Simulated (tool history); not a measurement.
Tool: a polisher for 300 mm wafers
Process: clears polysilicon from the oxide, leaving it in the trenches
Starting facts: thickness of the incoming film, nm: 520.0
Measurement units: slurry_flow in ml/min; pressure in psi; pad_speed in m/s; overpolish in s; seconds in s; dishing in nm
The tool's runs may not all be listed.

run 1 hour=0.0 | slurry_flow=120 pressure=1.8 pad_speed=1.06 overpolish=22 | seconds=69.642 dishing=41.495
run 2 hour=4.7 | slurry_flow=120 pressure=1.8 pad_speed=1.06 overpolish=27 | seconds=69.411 dishing=41.227
run 3 hour=13.7 | slurry_flow=120 pressure=1.6 pad_speed=1.06 overpolish=27 | seconds=75.273 dishing=42.032
run 4 hour=18.0 | slurry_flow=125 pressure=1.7 pad_speed=1.02 overpolish=24 | seconds=73.749 dishing=42.807
run 5 hour=23.8 | slurry_flow=110 pressure=1.7 pad_speed=1.02 overpolish=24 | seconds=75.817 dishing=42.807
run 6 hour=27.8 | slurry_flow=110 pressure=1.7 pad_speed=1.02 overpolish=18 | seconds=75.885 dishing=40.891
run 7 hour=31.4 | slurry_flow=105 pressure=1.8 pad_speed=1.02 overpolish=16 | seconds=72.182 dishing=39.612
run 8 hour=38.7 | slurry_flow=100 pressure=1.9 pad_speed=1.00 overpolish=14 | seconds=71.356 dishing=39.540
run 9 hour=40.5 | slurry_flow=95 pressure=2.0 pad_speed=0.98 overpolish=13 | seconds=70.704 dishing=38.442
run 10 hour=45.4 | slurry_flow=90 pressure=2.1 pad_speed=0.96 overpolish=12 | seconds=70.279 dishing=37.699
run 11 hour=53.7 | slurry_flow=85 pressure=2.2 pad_speed=0.94 overpolish=11 | seconds=69.359 dishing=37.266
run 12 hour=57.6 | slurry_flow=80 pressure=2.3 pad_speed=0.92 overpolish=10 | seconds=70.358 dishing=36.497
run 13 hour=66.5 | slurry_flow=80 pressure=2.4 pad_speed=0.90 overpolish=9 | seconds=70.311 dishing=34.797

Run 14, settings as shown, results not yet in. Your forecast:
run 14 hour=72.5 | slurry_flow=85 pressure=2.4 pad_speed=0.90 overpolish=9 | seconds=? dishing=?

seconds: 68.527 s
dishing: 35.884 nm
